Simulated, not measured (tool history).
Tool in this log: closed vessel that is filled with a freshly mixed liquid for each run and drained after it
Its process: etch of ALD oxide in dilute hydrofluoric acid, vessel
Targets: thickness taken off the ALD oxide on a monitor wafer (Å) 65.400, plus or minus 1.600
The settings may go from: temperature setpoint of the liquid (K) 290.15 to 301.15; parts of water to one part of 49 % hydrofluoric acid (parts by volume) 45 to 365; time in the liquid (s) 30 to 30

run	hour	temperature setpoint of the liquid (K)	parts of water to one part of 49 % hydrofluoric acid (parts by volume)	time in the liquid (s)	thickness taken off the ALD oxide on a monitor wafer (Å)
1	0.0	293.15	205	30	39.490
2	4.2	293.15	270	30	28.129
3	7.8	293.15	270	30	28.117
4	9.7	293.15	270	30	27.960
5	12.5	293.15	270	30	28.174
6	18.4	291.15	270	30	25.681
7	26.0	292.15	260	30	28.593
8	31.2	293.15	250	30	30.997
9	38.2	294.15	240	30	33.889
10	41.7	294.65	230	30	36.378
11	43.5	295.15	220	30	38.783
12	48.2	295.65	215	30	40.315
13	55.9	296.15	210	30	43.345
14	59.2	296.65	205	30	44.832
15	63.5	300.65	155	30	73.490
16	68.7	300.15	155	30	71.227
17	72.1	299.15	155	30	69.909

5 candidate next runs follow, results not yet known. Just one meets every target within its allowed miss. Identify it.
A	75.5	299.65	165	30	?
B	75.5	299.65	160	30	?
C	75.5	299.65	155	30	?
D	75.5	301.15	155	30	?
E	75.5	300.65	150	30	?

move	thickness taken off the ALD oxide on a monitor wafer (Å)
A	65.829
B	68.291
C	70.918
D	74.948
E	76.510
A: every result within its allowed miss
B: nearer the targets than the last run, but a result is still out of spec
C: lands further from the targets than the last run did
D: lands further from the targets than the last run did
E: lands further from the targets than the last run did
The right move is A.
